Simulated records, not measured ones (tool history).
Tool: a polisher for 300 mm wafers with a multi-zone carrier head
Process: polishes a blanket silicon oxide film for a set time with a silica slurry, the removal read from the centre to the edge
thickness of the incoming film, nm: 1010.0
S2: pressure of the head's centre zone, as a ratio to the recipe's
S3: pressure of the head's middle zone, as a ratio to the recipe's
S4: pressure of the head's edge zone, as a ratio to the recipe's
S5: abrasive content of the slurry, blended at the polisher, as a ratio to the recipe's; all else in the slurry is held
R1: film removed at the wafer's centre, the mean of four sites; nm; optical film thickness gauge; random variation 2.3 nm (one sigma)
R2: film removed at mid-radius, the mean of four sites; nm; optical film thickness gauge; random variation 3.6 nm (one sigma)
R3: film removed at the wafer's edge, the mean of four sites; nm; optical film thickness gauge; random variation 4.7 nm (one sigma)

run 1 hour=0.0 | flow_of_slurry_(ml/min)=220 S2=1.00 S3=1.00 S4=1.00 S5=1.00 polishing_time_(s)=87 | R1=239.30 R2=239.56 R3=253.64
run 2 hour=8.4 | flow_of_slurry_(ml/min)=220 S2=1.00 S3=1.00 S4=1.00 S5=1.00 polishing_time_(s)=68 | R1=190.37 R2=187.19 R3=195.33
run 3 hour=13.6 | flow_of_slurry_(ml/min)=180 S2=1.00 S3=1.00 S4=1.00 S5=1.00 polishing_time_(s)=68 | R1=182.27 R2=177.32 R3=191.61
run 4 hour=17.2 | flow_of_slurry_(ml/min)=180 S2=1.00 S3=1.00 S4=1.00 S5=0.80 polishing_time_(s)=68 | R1=160.10 R2=159.28 R3=168.11
run 5 hour=19.1 | flow_of_slurry_(ml/min)=215 S2=1.05 S3=1.03 S4=1.04 S5=1.00 polishing_time_(s)=70 | R1=203.50 R2=194.57 R3=205.37
run 6 hour=20.0 | flow_of_slurry_(ml/min)=215 S2=1.05 S3=1.11 S4=1.04 S5=1.00 polishing_time_(s)=70 | R1=201.02 R2=207.03 R3=205.00

Forecast run 7:
run 7 hour=22.5 | flow_of_slurry_(ml/min)=245 S2=1.09 S3=1.11 S4=1.08 S5=1.15 polishing_time_(s)=72 | R1=? R2=? R3=?

Run 7 gave R1 233.96 nm, R2 234.98 nm, R3 236.62 nm.

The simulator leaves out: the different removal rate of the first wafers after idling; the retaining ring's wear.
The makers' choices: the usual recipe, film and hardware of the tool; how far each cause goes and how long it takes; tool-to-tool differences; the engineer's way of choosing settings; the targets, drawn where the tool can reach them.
